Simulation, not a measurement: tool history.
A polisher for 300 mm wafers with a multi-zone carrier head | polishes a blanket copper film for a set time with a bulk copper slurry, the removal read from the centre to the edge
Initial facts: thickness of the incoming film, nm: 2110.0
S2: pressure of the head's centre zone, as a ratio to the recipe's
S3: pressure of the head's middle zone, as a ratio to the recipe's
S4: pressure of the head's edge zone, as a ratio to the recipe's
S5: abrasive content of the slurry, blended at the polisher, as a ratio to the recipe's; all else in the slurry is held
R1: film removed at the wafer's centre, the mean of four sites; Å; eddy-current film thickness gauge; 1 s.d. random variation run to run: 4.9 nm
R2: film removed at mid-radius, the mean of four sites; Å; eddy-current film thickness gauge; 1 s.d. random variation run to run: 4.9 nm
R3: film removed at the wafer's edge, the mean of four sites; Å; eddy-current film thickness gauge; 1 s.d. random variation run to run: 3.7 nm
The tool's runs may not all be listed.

run 1 day=0 | flow_of_slurry_(ml/min)=125 S2=1 S3=1 S4=1 S5=1 polishing_time_(s)=40 | R1=5818.6 R2=6154.3 R3=6469.3
run 2 day=0.129 | flow_of_slurry_(ml/min)=125 S2=1 S3=1 S4=0.96 S5=1 polishing_time_(s)=40 | R1=5839.1 R2=6141.9 R3=6305
run 3 day=0.271 | flow_of_slurry_(ml/min)=125 S2=1 S3=1.04 S4=0.96 S5=1 polishing_time_(s)=40 | R1=6086.7 R2=6327.7 R3=6381.5
run 4 day=0.517 | flow_of_slurry_(ml/min)=120 S2=1.04 S3=1 S4=0.93 S5=0.85 polishing_time_(s)=36 | R1=5281.6 R2=5453.4 R3=5250.9
run 5 day=0.833 | flow_of_slurry_(ml/min)=115 S2=1.08 S3=0.94 S4=0.94 S5=0.85 polishing_time_(s)=32 | R1=4855.3 R2=4412.2 R3=4734.1
run 6 day=1.046 | flow_of_slurry_(ml/min)=110 S2=1.09 S3=0.91 S4=0.91 S5=0.75 polishing_time_(s)=31 | R1=4528.2 R2=3972 R3=4301.9
run 7 day=1.242 | flow_of_slurry_(ml/min)=105 S2=1.09 S3=0.9 S4=0.88 S5=0.7 polishing_time_(s)=31 | R1=4291.8 R2=3822.2 R3=4140.4
-- day=1.346 centre zone pressure recalibrated
run 8 day=1.346 | flow_of_slurry_(ml/min)=100 S2=1.11 S3=0.9 S4=0.86 S5=0.65 polishing_time_(s)=31 | R1=4426.7 R2=3738.7 R3=3956.4
run 9 day=1.425 | flow_of_slurry_(ml/min)=95 S2=1.1 S3=0.89 S4=0.85 S5=0.6 polishing_time_(s)=31 | R1=4299.2 R2=3544.5 R3=3822.9

Forecast run 10:
run 10 day=1.721 | flow_of_slurry_(ml/min)=80 S2=1.06 S3=0.91 S4=0.81 S5=0.55 polishing_time_(s)=31 | R1=? R2=? R3=?

R1: 3756.6 Å
R2: 3328.4 Å
R3: 3539.6 Å
